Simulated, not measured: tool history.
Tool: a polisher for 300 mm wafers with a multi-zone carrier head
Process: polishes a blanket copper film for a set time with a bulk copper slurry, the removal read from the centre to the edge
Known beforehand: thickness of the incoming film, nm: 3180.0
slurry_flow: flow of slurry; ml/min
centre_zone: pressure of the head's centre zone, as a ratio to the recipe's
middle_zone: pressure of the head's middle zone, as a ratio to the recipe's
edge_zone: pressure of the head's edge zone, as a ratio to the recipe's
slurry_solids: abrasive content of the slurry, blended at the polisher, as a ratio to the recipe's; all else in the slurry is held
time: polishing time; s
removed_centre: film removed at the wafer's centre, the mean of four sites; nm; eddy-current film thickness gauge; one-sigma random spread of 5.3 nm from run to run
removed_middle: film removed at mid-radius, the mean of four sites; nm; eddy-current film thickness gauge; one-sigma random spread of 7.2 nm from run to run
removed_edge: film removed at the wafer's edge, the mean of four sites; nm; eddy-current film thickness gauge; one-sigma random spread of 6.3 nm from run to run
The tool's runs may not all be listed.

{"run": 1, "hour": 0.0, "slurry_flow": 120, "centre_zone": 1.0, "middle_zone": 1.0, "edge_zone": 1.0, "slurry_solids": 1.0, "time": 65, "removed_centre": 497.1, "removed_middle": 493.78, "removed_edge": 494.03}
{"run": 2, "hour": 4.6, "slurry_flow": 120, "centre_zone": 1.0, "middle_zone": 1.0, "edge_zone": 1.0, "slurry_solids": 1.0, "time": 72, "removed_centre": 547.19, "removed_middle": 547.02, "removed_edge": 550.9}
{"run": 3, "hour": 10.9, "slurry_flow": 120, "centre_zone": 0.93, "middle_zone": 1.0, "edge_zone": 1.0, "slurry_solids": 1.0, "time": 72, "removed_centre": 516.89, "removed_middle": 546.19, "removed_edge": 539.18}
{"run": 4, "hour": 11.5, "slurry_flow": 120, "centre_zone": 0.93, "middle_zone": 1.07, "edge_zone": 1.0, "slurry_solids": 1.0, "time": 72, "removed_centre": 524.4, "removed_middle": 563.56, "removed_edge": 550.6}
{"run": 5, "hour": 12.8, "slurry_flow": 120, "centre_zone": 0.93, "middle_zone": 1.07, "edge_zone": 1.0, "slurry_solids": 1.0, "time": 84, "removed_centre": 604.57, "removed_middle": 671.34, "removed_edge": 630.68}
{"run": 6, "hour": 17.5, "slurry_flow": 120, "centre_zone": 0.93, "middle_zone": 1.02, "edge_zone": 1.0, "slurry_solids": 1.0, "time": 84, "removed_centre": 606.33, "removed_middle": 638.81, "removed_edge": 628.57}

Run 7 has not been measured yet. What should we expect?
{"run": 7, "hour": 23.6, "slurry_flow": 125, "centre_zone": 0.93, "middle_zone": 1.03, "edge_zone": 1.01, "slurry_solids": 1.0, "time": 84, "removed_centre": "?", "removed_middle": "?", "removed_edge": "?"}

removed_centre: 618.79 nm
removed_middle: 654.69 nm
removed_edge: 651.82 nm
